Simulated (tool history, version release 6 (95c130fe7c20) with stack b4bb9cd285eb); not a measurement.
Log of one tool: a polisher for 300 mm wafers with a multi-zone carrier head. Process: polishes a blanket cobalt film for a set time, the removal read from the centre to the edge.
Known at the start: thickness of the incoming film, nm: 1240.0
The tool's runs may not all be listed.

| run | day | flow of slurry (ml/min) | pressure of the head's centre zone | pressure of the head's middle zone | pressure of the head's edge zone | polishing time (s) | film removed at the wafer's centre (nm) | film removed at mid-radius (nm) | film removed at the wafer's edge (nm) |
|---|---|---|---|---|---|---|---|---|---|
| 1 | 0 | 245 | 1 | 1 | 1 | 46 | 171.95 | 170.04 | 167.83 |
| 2 | 0.358 | 240 | 0.97 | 1 | 0.98 | 45 | 161.47 | 163.94 | 160.44 |
| 3 | 0.688 | 240 | 0.97 | 1.04 | 0.98 | 45 | 162.39 | 169.92 | 158.02 |
| 4 | 0.771 | 240 | 0.97 | 1.04 | 0.92 | 45 | 162.94 | 168.73 | 156.03 |
| 5 | 0.829 | 240 | 0.97 | 1.04 | 0.92 | 49 | 176.6 | 183.96 | 171.47 |
| 6 | 1.129 | 265 | 0.97 | 1.04 | 0.92 | 49 | 180.93 | 187.34 | 178.48 |

The next listed run, before its measurement:
| 7 | 1.3 | 245 | 0.94 | 1.03 | 0.91 | 49 | ? | ? | ? |

film removed at the wafer's centre (nm): 171.58
film removed at mid-radius (nm): 188.53
film removed at the wafer's edge (nm): 169.57
